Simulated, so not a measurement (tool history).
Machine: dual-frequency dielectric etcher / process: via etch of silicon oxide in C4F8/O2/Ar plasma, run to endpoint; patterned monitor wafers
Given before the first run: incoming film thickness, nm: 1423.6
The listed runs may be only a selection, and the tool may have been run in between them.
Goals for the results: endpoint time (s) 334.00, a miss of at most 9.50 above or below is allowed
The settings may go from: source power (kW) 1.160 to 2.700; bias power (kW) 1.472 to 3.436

run,hour,source power (kW),bias power (kW),endpoint time (s)
1,0.0,1.930,2.454,270.06
2,6.3,1.930,2.255,275.25
3,13.8,1.790,2.154,293.34
4,14.4,1.790,2.454,282.73
5,22.5,1.690,2.419,297.31
6,26.3,1.880,2.419,280.07
7,32.9,1.770,2.380,284.74
# hour 35.6: bias power generator calibrated
8,35.6,1.770,2.380,282.42
9,40.5,1.660,2.308,297.33

Exercise: of the 5 proposed moves below, exactly one satisfies all targets within the stated allowed misses. Which move is it?
A,45.4,1.770,2.690,?
B,45.4,2.090,2.682,?
C,45.4,1.620,2.552,?
D,45.4,1.370,2.225,?
E,45.4,1.950,2.466,?

move,endpoint time (s)
A,271.30
B,248.16
C,290.08
D,335.27
E,264.23
A: further off than the last run
B: further off than the last run
C: further off than the last run
D: every result lands within tolerance
E: further off than the last run
Move D is the one to make.

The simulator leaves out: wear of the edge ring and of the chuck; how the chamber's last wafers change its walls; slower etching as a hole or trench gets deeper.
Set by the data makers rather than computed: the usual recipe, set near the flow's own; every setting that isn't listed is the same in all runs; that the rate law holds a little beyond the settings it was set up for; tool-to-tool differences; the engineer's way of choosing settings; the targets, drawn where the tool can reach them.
